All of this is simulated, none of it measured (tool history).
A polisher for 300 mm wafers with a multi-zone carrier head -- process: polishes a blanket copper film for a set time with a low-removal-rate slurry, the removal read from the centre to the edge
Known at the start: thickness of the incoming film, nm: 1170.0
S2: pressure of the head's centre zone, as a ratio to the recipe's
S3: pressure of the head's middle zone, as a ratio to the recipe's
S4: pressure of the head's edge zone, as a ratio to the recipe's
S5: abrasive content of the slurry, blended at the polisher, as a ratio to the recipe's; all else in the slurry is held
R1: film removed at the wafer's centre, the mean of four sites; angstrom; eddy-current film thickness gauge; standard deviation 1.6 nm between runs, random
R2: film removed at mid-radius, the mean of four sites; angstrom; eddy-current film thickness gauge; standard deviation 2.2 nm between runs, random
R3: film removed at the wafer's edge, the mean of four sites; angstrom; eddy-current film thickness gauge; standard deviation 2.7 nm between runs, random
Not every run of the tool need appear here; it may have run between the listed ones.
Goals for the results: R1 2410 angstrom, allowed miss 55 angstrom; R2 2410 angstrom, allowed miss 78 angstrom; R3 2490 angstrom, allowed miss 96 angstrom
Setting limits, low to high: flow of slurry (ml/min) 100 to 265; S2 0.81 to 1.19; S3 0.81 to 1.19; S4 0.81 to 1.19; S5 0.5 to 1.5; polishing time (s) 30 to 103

{"run": 1, "hour": 0.0, "flow of slurry (ml/min)": 170, "S2": 1, "S3": 1, "S4": 1, "S5": 1, "polishing time (s)": 66, "R1": 1711.9, "R2": 1719, "R3": 1743.3}
{"run": 2, "hour": 0.6, "flow of slurry (ml/min)": 175, "S2": 1.01, "S3": 1.02, "S4": 1.04, "S5": 1.1, "polishing time (s)": 68, "R1": 1832.5, "R2": 1841.4, "R3": 1898.2}
{"run": 3, "hour": 2.2, "flow of slurry (ml/min)": 175, "S2": 1.01, "S3": 1.07, "S4": 1.04, "S5": 1.1, "polishing time (s)": 68, "R1": 1837, "R2": 1941.1, "R3": 1882}
{"run": 4, "hour": 10.3, "flow of slurry (ml/min)": 175, "S2": 1.01, "S3": 1.07, "S4": 1.07, "S5": 1.1, "polishing time (s)": 68, "R1": 1851.2, "R2": 1913.6, "R3": 1910.6}
{"hour": 17.5, "done": "slurry nozzle cleaned"}
{"run": 5, "hour": 17.5, "flow of slurry (ml/min)": 185, "S2": 1.02, "S3": 1.08, "S4": 1.09, "S5": 1.2, "polishing time (s)": 69, "R1": 2039, "R2": 2035.3, "R3": 2061.4}
{"run": 6, "hour": 22.2, "flow of slurry (ml/min)": 195, "S2": 1.01, "S3": 1.1, "S4": 1.11, "S5": 1.25, "polishing time (s)": 69, "R1": 2061.9, "R2": 2122.6, "R3": 2148.8}
{"run": 7, "hour": 22.7, "flow of slurry (ml/min)": 210, "S2": 1.01, "S3": 1.11, "S4": 1.13, "S5": 1.3, "polishing time (s)": 69, "R1": 2094.5, "R2": 2172.8, "R3": 2179.6}
{"run": 8, "hour": 24.5, "flow of slurry (ml/min)": 210, "S2": 1.02, "S3": 1.12, "S4": 1.14, "S5": 1.35, "polishing time (s)": 70, "R1": 2154.9, "R2": 2284.3, "R3": 2276.1}
{"run": 9, "hour": 32.1, "flow of slurry (ml/min)": 215, "S2": 1.03, "S3": 1.12, "S4": 1.15, "S5": 1.4, "polishing time (s)": 70, "R1": 2192.8, "R2": 2303.8, "R3": 2233.7}
{"run": 10, "hour": 32.9, "flow of slurry (ml/min)": 220, "S2": 1.03, "S3": 1.1, "S4": 1.16, "S5": 1.4, "polishing time (s)": 71, "R1": 2234.8, "R2": 2316.8, "R3": 2300.4}
{"run": 11, "hour": 33.4, "flow of slurry (ml/min)": 215, "S2": 1.03, "S3": 1.09, "S4": 1.17, "S5": 1.4, "polishing time (s)": 72, "R1": 2259.2, "R2": 2331.9, "R3": 2349.9}
{"run": 12, "hour": 38.0, "flow of slurry (ml/min)": 220, "S2": 1.03, "S3": 1.08, "S4": 1.17, "S5": 1.4, "polishing time (s)": 73, "R1": 2302.9, "R2": 2351, "R3": 2428.7}
{"run": 13, "hour": 44.9, "flow of slurry (ml/min)": 225, "S2": 1.03, "S3": 1.08, "S4": 1.17, "S5": 1.4, "polishing time (s)": 73, "R1": 2299, "R2": 2338.4, "R3": 2396.3}
{"run": 14, "hour": 52.3, "flow of slurry (ml/min)": 230, "S2": 1.03, "S3": 1.08, "S4": 1.17, "S5": 1.4, "polishing time (s)": 73, "R1": 2345.1, "R2": 2349.8, "R3": 2452.3}

5 candidate next runs follow, results not yet known. Just one meets every target within its allowed miss. Identify it.
{"run": "A", "hour": 59.7, "flow of slurry (ml/min)": 220, "S2": 1.02, "S3": 1.14, "S4": 1.19, "S5": 1.35, "polishing time (s)": 74, "R1": "?", "R2": "?", "R3": "?"}
{"run": "B", "hour": 59.7, "flow of slurry (ml/min)": 230, "S2": 1.05, "S3": 1.1, "S4": 1.19, "S5": 1.15, "polishing time (s)": 78, "R1": "?", "R2": "?", "R3": "?"}
{"run": "C", "hour": 59.7, "flow of slurry (ml/min)": 205, "S2": 1.07, "S3": 1.07, "S4": 1.15, "S5": 1.5, "polishing time (s)": 70, "R1": "?", "R2": "?", "R3": "?"}
{"run": "D", "hour": 59.7, "flow of slurry (ml/min)": 265, "S2": 1.05, "S3": 0.98, "S4": 1.19, "S5": 1.4, "polishing time (s)": 73, "R1": "?", "R2": "?", "R3": "?"}
{"run": "E", "hour": 59.7, "flow of slurry (ml/min)": 265, "S2": 0.94, "S3": 0.92, "S4": 1.16, "S5": 1.1, "polishing time (s)": 81, "R1": "?", "R2": "?", "R3": "?"}

move=A R1=2291.5 R2=2456.1 R3=2421.4
move=B R1=2416.9 R2=2445.2 R3=2476.8
move=C R1=2301.2 R2=2240.4 R3=2287.8
move=D R1=2405.7 R2=2224.7 R3=2455.7
move=E R1=2264.2 R2=2234.6 R3=2552.6
A: moves away from the targets compared with the last run
B: in spec on every target
C: moves away from the targets compared with the last run
D: brings the last run's worst result on target, with another outside its allowed miss
E: moves away from the targets compared with the last run
Go with B: it meets all targets.
